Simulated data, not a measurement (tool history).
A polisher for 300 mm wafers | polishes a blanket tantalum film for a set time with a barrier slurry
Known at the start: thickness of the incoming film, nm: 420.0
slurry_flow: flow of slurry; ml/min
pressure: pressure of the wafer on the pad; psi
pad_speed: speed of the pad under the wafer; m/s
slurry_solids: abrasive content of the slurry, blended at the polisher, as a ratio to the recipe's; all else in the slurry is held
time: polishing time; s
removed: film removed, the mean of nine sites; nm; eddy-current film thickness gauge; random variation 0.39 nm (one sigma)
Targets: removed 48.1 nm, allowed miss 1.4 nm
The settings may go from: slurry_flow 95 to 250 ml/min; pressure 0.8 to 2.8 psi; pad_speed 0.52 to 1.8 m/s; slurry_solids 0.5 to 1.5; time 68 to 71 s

run  hour  slurry_flow  pressure  pad_speed  slurry_solids  time  removed
  1     0          160       1.8       1.16              1    68   108.75
  2   8.8          155       1.6       1.12              1    68    93.89
  3    13          150       1.5       1.08              1    68   84.896
  4  19.7          185       1.5       1.08              1    68   88.028
  5  28.4          185       1.5       1.36              1    68   108.95
  6  35.1          185       1.5       1.36           0.85    68   103.94
  7  36.9          150         1       1.04            0.8    68   53.175
  8  43.6          145         1       1.04            0.8    68   53.747

Which of these 5 next moves meets every target?
  A  50.3          150         1       1.04            0.9    68        ?
  B  50.3          155       1.3       0.74              1    71        ?
  C  50.3          110       1.1       0.96           0.65    71        ?
  D  50.3          140       1.3       0.94           0.75    71        ?
  E  50.3          125       0.9        0.9              1    71        ?

move  removed
   A   55.583
   B   54.763
   C   48.603
   D   61.655
   E   45.738
A: further off than the last run
B: further off than the last run
C: meets every target
D: further off than the last run
E: takes the result that was furthest off past its target
Answer: C

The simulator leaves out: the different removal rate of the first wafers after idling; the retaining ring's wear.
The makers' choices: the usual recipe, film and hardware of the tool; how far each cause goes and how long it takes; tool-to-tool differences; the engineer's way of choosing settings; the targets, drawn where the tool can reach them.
